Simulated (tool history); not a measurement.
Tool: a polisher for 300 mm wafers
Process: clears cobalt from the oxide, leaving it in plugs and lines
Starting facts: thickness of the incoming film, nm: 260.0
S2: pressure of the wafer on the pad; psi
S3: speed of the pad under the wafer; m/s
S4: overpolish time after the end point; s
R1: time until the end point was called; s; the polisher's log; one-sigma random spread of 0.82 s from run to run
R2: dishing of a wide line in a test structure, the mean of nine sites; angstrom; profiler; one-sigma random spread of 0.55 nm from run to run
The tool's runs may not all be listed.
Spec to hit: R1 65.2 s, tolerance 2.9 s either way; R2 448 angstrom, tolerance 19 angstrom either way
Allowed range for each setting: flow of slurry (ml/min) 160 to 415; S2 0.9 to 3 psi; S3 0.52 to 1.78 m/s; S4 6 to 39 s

{"run": 1, "day": 0.0, "flow of slurry (ml/min)": 265, "S2": 1.9, "S3": 1.14, "S4": 20, "R1": 42.745, "R2": 561.72}
{"run": 2, "day": 0.038, "flow of slurry (ml/min)": 315, "S2": 1.9, "S3": 1.14, "S4": 20, "R1": 43.794, "R2": 560.09}
{"run": 3, "day": 0.096, "flow of slurry (ml/min)": 315, "S2": 1.6, "S3": 1.14, "S4": 20, "R1": 51.864, "R2": 514.19}
{"run": 4, "day": 0.238, "flow of slurry (ml/min)": 315, "S2": 1.6, "S3": 1.14, "S4": 23, "R1": 49.985, "R2": 556.85}
{"run": 5, "day": 0.404, "flow of slurry (ml/min)": 255, "S2": 1.6, "S3": 1.14, "S4": 23, "R1": 52.97, "R2": 545.14}
{"run": 6, "day": 0.508, "flow of slurry (ml/min)": 255, "S2": 1.6, "S3": 1.14, "S4": 19, "R1": 52.861, "R2": 495.67}
{"run": 7, "day": 0.825, "flow of slurry (ml/min)": 255, "S2": 1.5, "S3": 1.14, "S4": 19, "R1": 55.07, "R2": 468.73}
{"run": 8, "day": 1.038, "flow of slurry (ml/min)": 255, "S2": 1.4, "S3": 1.14, "S4": 20, "R1": 59.48, "R2": 473.32}

Pick the move, out of 4, that brings all results within their allowed miss; only one does.
{"run": "A", "day": 1.25, "flow of slurry (ml/min)": 315, "S2": 1.1, "S3": 1.28, "S4": 18, "R1": "?", "R2": "?"}
{"run": "B", "day": 1.25, "flow of slurry (ml/min)": 220, "S2": 1.4, "S3": 1.16, "S4": 18, "R1": "?", "R2": "?"}
{"run": "C", "day": 1.25, "flow of slurry (ml/min)": 290, "S2": 1.5, "S3": 0.94, "S4": 20, "R1": "?", "R2": "?"}
{"run": "D", "day": 1.25, "flow of slurry (ml/min)": 240, "S2": 1.4, "S3": 1.2, "S4": 15, "R1": "?", "R2": "?"}

move=A R1=66.207 R2=413.95
move=B R1=58.872 R2=446.4
move=C R1=65.436 R2=446.71
move=D R1=56.756 R2=405.68
A: the furthest-off result lands on target, but another misses its tolerance
B: its largest miss is bigger than the last run's
C: all results in spec
D: its largest miss is bigger than the last run's
Move C is the one to make.
